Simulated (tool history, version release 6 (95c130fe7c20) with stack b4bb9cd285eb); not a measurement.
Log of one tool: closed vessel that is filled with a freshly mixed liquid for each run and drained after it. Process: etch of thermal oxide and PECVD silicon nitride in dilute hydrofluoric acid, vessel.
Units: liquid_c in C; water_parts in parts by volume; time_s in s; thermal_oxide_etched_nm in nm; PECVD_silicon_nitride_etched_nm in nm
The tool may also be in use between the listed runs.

run	hour	liquid_c	water_parts	time_s	thermal_oxide_etched_nm	PECVD_silicon_nitride_etched_nm
1	0.0	21.0	235	1800	28.894	10.7270
2	4.1	21.0	300	1800	21.008	8.4804
3	12.2	21.0	380	1800	15.614	6.7417
4	20.3	24.0	380	1800	17.257	8.1348
5	27.5	24.0	380	2500	24.005	11.2230
6	31.1	23.5	330	2380	26.650	11.8990
7	36.8	23.0	290	2280	30.092	12.6050
8	39.7	22.5	265	2220	32.432	12.9900

Run 9 comes next. What will it give?
9	44.2	22.5	250	2185	?	?

{"run 9": {"thermal_oxide_etched_nm": 34.343, "PECVD_silicon_nitride_etched_nm": 13.476}}
